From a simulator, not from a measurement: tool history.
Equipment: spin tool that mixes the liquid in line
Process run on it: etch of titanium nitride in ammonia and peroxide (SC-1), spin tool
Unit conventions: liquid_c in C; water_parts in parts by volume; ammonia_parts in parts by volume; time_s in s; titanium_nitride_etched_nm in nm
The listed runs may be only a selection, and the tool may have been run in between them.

run,hour,liquid_c,water_parts,ammonia_parts,time_s,titanium_nitride_etched_nm
1,0.0,49.0,6.5,0.4,100,4.3533
2,6.9,46.0,6.5,0.4,100,3.5142
3,13.7,46.0,6.5,0.4,100,3.4492
4,14.7,44.0,6.5,0.4,100,3.0058
5,22.3,44.0,7.5,0.4,100,2.8397
6,25.0,42.5,7.5,0.4,100,2.5081
7,25.7,41.5,7.5,0.4,100,2.3659

Estimate the outcome of run 8 from the log above:
8,31.3,41.0,7.5,0.4,100,?

Run 8 produced titanium_nitride_etched_nm 2.2360 nm.
